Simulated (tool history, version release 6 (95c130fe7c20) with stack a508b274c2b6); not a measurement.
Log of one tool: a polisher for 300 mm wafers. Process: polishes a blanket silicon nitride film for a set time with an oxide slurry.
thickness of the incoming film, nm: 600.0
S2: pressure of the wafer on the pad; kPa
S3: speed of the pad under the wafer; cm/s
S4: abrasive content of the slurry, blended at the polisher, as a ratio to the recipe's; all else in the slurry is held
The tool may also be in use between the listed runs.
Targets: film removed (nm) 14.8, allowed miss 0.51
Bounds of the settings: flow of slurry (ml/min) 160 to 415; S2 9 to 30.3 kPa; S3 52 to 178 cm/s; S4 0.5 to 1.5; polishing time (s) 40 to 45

run 1 hour=0 | flow_of_slurry_(ml/min)=265 S2=19.3 S3=114 S4=1 polishing_time_(s)=45 | film_removed_(nm)=21.178
run 2 hour=7.1 | flow_of_slurry_(ml/min)=265 S2=17.9 S3=114 S4=1 polishing_time_(s)=45 | film_removed_(nm)=19.88
run 3 hour=10.8 | flow_of_slurry_(ml/min)=265 S2=14.5 S3=114 S4=1 polishing_time_(s)=45 | film_removed_(nm)=16.303
run 4 hour=13.5 | flow_of_slurry_(ml/min)=210 S2=14.5 S3=114 S4=1 polishing_time_(s)=45 | film_removed_(nm)=15.594
run 5 hour=15.8 | flow_of_slurry_(ml/min)=205 S2=14.5 S3=114 S4=1 polishing_time_(s)=45 | film_removed_(nm)=15.686
run 6 hour=22.3 | flow_of_slurry_(ml/min)=205 S2=14.5 S3=130 S4=1 polishing_time_(s)=45 | film_removed_(nm)=17.565
run 7 hour=25.9 | flow_of_slurry_(ml/min)=205 S2=11 S3=128 S4=1 polishing_time_(s)=45 | film_removed_(nm)=13.253
run 8 hour=30.8 | flow_of_slurry_(ml/min)=205 S2=11.7 S3=128 S4=1 polishing_time_(s)=45 | film_removed_(nm)=13.699

4 next moves are on the table. One of them brings every result within its allowed miss. Which?
run A hour=35.7 | flow_of_slurry_(ml/min)=175 S2=13.1 S3=118 S4=1 polishing_time_(s)=40 | film_removed_(nm)=?
run B hour=35.7 | flow_of_slurry_(ml/min)=175 S2=13.1 S3=114 S4=0.85 polishing_time_(s)=45 | film_removed_(nm)=?
run C hour=35.7 | flow_of_slurry_(ml/min)=185 S2=11.7 S3=116 S4=1.1 polishing_time_(s)=45 | film_removed_(nm)=?
run D hour=35.7 | flow_of_slurry_(ml/min)=195 S2=12.4 S3=136 S4=1 polishing_time_(s)=43 | film_removed_(nm)=?

move=A film_removed_(nm)=12.731
move=B film_removed_(nm)=12.974
move=C film_removed_(nm)=13.348
move=D film_removed_(nm)=14.832
A: further off than the last run
B: further off than the last run
C: further off than the last run
D: meets every target
Move D is the one to make.

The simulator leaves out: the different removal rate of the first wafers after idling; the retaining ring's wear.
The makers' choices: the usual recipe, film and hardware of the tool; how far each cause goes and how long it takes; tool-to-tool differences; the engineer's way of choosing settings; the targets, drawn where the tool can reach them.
